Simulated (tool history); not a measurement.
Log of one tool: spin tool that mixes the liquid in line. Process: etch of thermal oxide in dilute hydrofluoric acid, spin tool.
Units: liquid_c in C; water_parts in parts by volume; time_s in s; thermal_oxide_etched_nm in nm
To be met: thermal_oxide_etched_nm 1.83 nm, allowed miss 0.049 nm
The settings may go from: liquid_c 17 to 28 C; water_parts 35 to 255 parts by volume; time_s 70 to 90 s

run	hour	liquid_c	water_parts	time_s	thermal_oxide_etched_nm
1	0	20	145	90	1.9867
2	1.9	19.5	145	90	1.9558
3	3.7	19	145	90	1.914
4	8.5	19	130	90	2.1903
5	11.9	17	130	90	2.0065
6	20.7	17	95	90	2.8552
7	23.7	17	95	90	2.8555
8	24.5	17	105	90	2.562
9	28.1	17	110	90	2.4229
10	31	17	115	90	2.3029
# hour 35.8: hydrofluoric acid flow meter replaced
11	35.8	17	120	90	2.3613
12	38.3	17	125	90	2.2478

5 next moves are on the table. One of them brings every result within its allowed miss. Which?
A	40.8	19.5	155	90	?
B	40.8	18.5	120	70	?
C	40.8	17	120	70	?
D	40.8	18	115	70	?
E	40.8	17	115	70	?

move	thermal_oxide_etched_nm
A	1.9394
B	1.94
C	1.8232
D	1.9934
E	1.9121
A: nearer than the last run, and not there yet
B: nearer than the last run, and not there yet
C: meets every target
D: nearer than the last run, and not there yet
E: nearer than the last run, and not there yet
Answer: C

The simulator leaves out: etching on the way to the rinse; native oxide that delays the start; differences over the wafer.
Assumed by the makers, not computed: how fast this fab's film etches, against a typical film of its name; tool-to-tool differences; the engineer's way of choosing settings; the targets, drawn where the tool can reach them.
